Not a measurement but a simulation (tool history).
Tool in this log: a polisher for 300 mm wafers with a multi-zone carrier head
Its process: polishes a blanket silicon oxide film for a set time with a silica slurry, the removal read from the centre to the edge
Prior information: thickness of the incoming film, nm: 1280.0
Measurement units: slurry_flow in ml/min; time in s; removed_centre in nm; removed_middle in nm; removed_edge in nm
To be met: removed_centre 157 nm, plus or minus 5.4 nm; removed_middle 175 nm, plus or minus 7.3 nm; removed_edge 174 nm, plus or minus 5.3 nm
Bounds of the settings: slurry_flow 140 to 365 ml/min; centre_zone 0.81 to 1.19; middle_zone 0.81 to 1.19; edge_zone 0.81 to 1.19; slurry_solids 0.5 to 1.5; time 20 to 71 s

run 1 hour=0 | slurry_flow=235 centre_zone=1 middle_zone=1 edge_zone=1 slurry_solids=1 time=45 | removed_centre=118.89 removed_middle=117 removed_edge=115.21
run 2 hour=2.3 | slurry_flow=235 centre_zone=0.94 middle_zone=1 edge_zone=1 slurry_solids=1 time=45 | removed_centre=110.87 removed_middle=119.54 removed_edge=114.34
run 3 hour=8.3 | slurry_flow=235 centre_zone=0.94 middle_zone=1 edge_zone=1.02 slurry_solids=1.05 time=46 | removed_centre=113.96 removed_middle=123.48 removed_edge=120.17
run 4 hour=9.1 | slurry_flow=235 centre_zone=0.95 middle_zone=1.01 edge_zone=1.03 slurry_solids=1.1 time=47 | removed_centre=122.24 removed_middle=125.24 removed_edge=127.07
run 5 hour=13.1 | slurry_flow=235 centre_zone=0.95 middle_zone=1.01 edge_zone=1.03 slurry_solids=1.3 time=47 | removed_centre=129.57 removed_middle=137.71 removed_edge=135.36
run 6 hour=19.5 | slurry_flow=235 centre_zone=0.95 middle_zone=1.01 edge_zone=1.03 slurry_solids=1.3 time=42 | removed_centre=117.17 removed_middle=119.66 removed_edge=123.6
run 7 hour=27 | slurry_flow=240 centre_zone=0.95 middle_zone=1.02 edge_zone=1.04 slurry_solids=1.3 time=43 | removed_centre=119.49 removed_middle=128.53 removed_edge=125.32
run 8 hour=34 | slurry_flow=240 centre_zone=0.95 middle_zone=1.02 edge_zone=1.05 slurry_solids=1.3 time=44 | removed_centre=125.1 removed_middle=133.44 removed_edge=127.19

Exactly one of the 5 candidate moves below puts every result within its allowed miss. Which one?
run A hour=41 | slurry_flow=180 centre_zone=0.93 middle_zone=1.13 edge_zone=1.1 slurry_solids=1.15 time=36 | removed_centre=? removed_middle=? removed_edge=?
run B hour=41 | slurry_flow=270 centre_zone=0.97 middle_zone=0.97 edge_zone=1.05 slurry_solids=1.3 time=30 | removed_centre=? removed_middle=? removed_edge=?
run C hour=41 | slurry_flow=290 centre_zone=0.91 middle_zone=1.1 edge_zone=1.06 slurry_solids=1.35 time=50 | removed_centre=? removed_middle=? removed_edge=?
run D hour=41 | slurry_flow=205 centre_zone=0.89 middle_zone=0.99 edge_zone=1.01 slurry_solids=1.25 time=62 | removed_centre=? removed_middle=? removed_edge=?
run E hour=41 | slurry_flow=265 centre_zone=0.96 middle_zone=1.1 edge_zone=1.13 slurry_solids=1.4 time=34 | removed_centre=? removed_middle=? removed_edge=?

move=A removed_centre=89.074 removed_middle=101.52 removed_edge=98.855
move=B removed_centre=86.182 removed_middle=85.578 removed_edge=88.101
move=C removed_centre=137.87 removed_middle=157.06 removed_edge=150.37
move=D removed_centre=155.01 removed_middle=170.54 removed_edge=171.53
move=E removed_centre=99.311 removed_middle=107.25 removed_edge=106.33
A: moves away from the targets compared with the last run
B: moves away from the targets compared with the last run
C: better than the last run, though not everything is in spec
D: all results in spec
E: moves away from the targets compared with the last run
The right move is D.
